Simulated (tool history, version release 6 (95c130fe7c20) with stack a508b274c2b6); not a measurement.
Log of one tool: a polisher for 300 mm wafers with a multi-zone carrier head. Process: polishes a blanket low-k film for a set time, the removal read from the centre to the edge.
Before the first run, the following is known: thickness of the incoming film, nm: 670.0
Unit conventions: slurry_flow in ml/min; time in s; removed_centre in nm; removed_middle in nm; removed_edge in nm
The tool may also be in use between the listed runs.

run	hour	slurry_flow	centre_zone	middle_zone	edge_zone	slurry_solids	time	removed_centre	removed_middle	removed_edge
1	0	210	1	1	1	1	88	61.612	61.625	63.762
2	6.7	210	1	1	1	1	96	66.864	66.873	69.226
3	13.3	210	1	1.03	1	1	96	66.905	68.898	69.202
4	18.4	210	1	1.03	1.05	1	96	67.598	69.07	70.852
5	22.8	235	1	1.03	1.05	1	96	68.264	69.232	72.646
6	26	235	1	1.03	1.1	1	96	67.712	69.166	73.276
# hour 30.6: edge zone pressure recalibrated
7	30.6	200	1.01	0.97	1.01	0.85	78	50.73	48.469	50.664
8	35.5	175	1	0.87	0.91	0.6	53	26.623	23.916	26.439

Run 9, settings as shown, results not yet in. Your forecast:
9	41.9	175	1	0.87	0.91	0.6	53	?	?	?

{"run 9": {"removed_centre": 26.362, "removed_middle": 24.422, "removed_edge": 26.488}}

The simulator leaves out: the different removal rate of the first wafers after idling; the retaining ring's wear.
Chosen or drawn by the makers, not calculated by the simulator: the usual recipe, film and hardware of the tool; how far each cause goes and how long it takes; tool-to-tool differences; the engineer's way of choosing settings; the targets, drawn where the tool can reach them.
